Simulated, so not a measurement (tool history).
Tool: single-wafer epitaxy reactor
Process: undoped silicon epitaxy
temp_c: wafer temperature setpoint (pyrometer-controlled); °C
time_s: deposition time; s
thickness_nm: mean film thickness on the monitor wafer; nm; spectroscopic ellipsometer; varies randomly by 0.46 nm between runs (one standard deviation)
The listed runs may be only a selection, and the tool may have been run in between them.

{"run": 1, "hour": 0.0, "temp_c": 645, "time_s": 513, "thickness_nm": 81.069}
{"run": 2, "hour": 3.3, "temp_c": 645, "time_s": 459, "thickness_nm": 72.181}
{"run": 3, "hour": 6.0, "temp_c": 649, "time_s": 460, "thickness_nm": 77.647}
{"run": 4, "hour": 8.4, "temp_c": 649, "time_s": 405, "thickness_nm": 69.004}
{"run": 5, "hour": 11.7, "temp_c": 649, "time_s": 471, "thickness_nm": 79.959}
{"run": 6, "hour": 14.8, "temp_c": 652, "time_s": 472, "thickness_nm": 84.711}

Forecast run 7:
{"run": 7, "hour": 21.9, "temp_c": 654, "time_s": 473, "thickness_nm": "?"}

thickness_nm: 88.243 nm

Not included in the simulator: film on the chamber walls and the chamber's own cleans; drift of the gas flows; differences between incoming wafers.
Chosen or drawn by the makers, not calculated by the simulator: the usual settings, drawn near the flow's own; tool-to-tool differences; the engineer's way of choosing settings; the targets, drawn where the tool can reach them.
